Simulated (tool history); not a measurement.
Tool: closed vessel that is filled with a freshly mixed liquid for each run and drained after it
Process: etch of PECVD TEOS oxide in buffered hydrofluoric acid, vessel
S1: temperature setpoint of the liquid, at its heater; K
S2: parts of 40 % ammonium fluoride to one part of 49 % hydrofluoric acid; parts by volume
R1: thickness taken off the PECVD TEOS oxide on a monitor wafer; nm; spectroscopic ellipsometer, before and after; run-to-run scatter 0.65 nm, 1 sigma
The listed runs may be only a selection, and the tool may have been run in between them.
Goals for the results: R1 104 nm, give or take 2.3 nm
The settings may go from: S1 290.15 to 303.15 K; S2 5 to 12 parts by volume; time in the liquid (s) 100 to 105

{"run": 1, "hour": 0.0, "S1": 295.15, "S2": 7, "time in the liquid (s)": 100, "R1": 153.68}
{"run": 2, "hour": 4.2, "S1": 293.15, "S2": 7, "time in the liquid (s)": 100, "R1": 136.68}
{"run": 3, "hour": 7.2, "S1": 293.15, "S2": 8, "time in the liquid (s)": 100, "R1": 116.61}
{"run": 4, "hour": 8.6, "S1": 293.15, "S2": 6, "time in the liquid (s)": 100, "R1": 155.53}
{"run": 5, "hour": 13.0, "S1": 292.15, "S2": 6.5, "time in the liquid (s)": 100, "R1": 138.65}
{"run": 6, "hour": 21.2, "S1": 292.15, "S2": 5.5, "time in the liquid (s)": 100, "R1": 159.21}
{"run": 7, "hour": 29.7, "S1": 291.65, "S2": 6.5, "time in the liquid (s)": 100, "R1": 133.68}
{"run": 8, "hour": 33.1, "S1": 291.65, "S2": 6.5, "time in the liquid (s)": 100, "R1": 134.13}
{"run": 9, "hour": 40.7, "S1": 291.15, "S2": 7, "time in the liquid (s)": 100, "R1": 121.35}
{"run": 10, "hour": 49.0, "S1": 290.65, "S2": 7, "time in the liquid (s)": 100, "R1": 119.13}
{"run": 11, "hour": 56.4, "S1": 290.65, "S2": 7.5, "time in the liquid (s)": 100, "R1": 109.61}
{"run": 12, "hour": 60.7, "S1": 290.15, "S2": 7.5, "time in the liquid (s)": 100, "R1": 107.53}
{"run": 13, "hour": 65.6, "S1": 290.15, "S2": 8, "time in the liquid (s)": 100, "R1": 99.183}

Pick the move, out of 5, that brings all results within their allowed miss; only one does.
{"run": "A", "hour": 70.5, "S1": 290.15, "S2": 9.5, "time in the liquid (s)": 105, "R1": "?"}
{"run": "B", "hour": 70.5, "S1": 290.65, "S2": 9, "time in the liquid (s)": 100, "R1": "?"}
{"run": "C", "hour": 70.5, "S1": 290.15, "S2": 8, "time in the liquid (s)": 105, "R1": "?"}
{"run": "D", "hour": 70.5, "S1": 291.15, "S2": 9, "time in the liquid (s)": 100, "R1": "?"}
{"run": "E", "hour": 70.5, "S1": 290.15, "S2": 8.5, "time in the liquid (s)": 105, "R1": "?"}

move=A R1=89.52
move=B R1=90.759
move=C R1=105.26
move=D R1=93.374
move=E R1=98.556
A: its largest miss is bigger than the last run's
B: its largest miss is bigger than the last run's
C: hits every target within its allowed miss
D: its largest miss is bigger than the last run's
E: its largest miss is bigger than the last run's
Move C is the one to make.
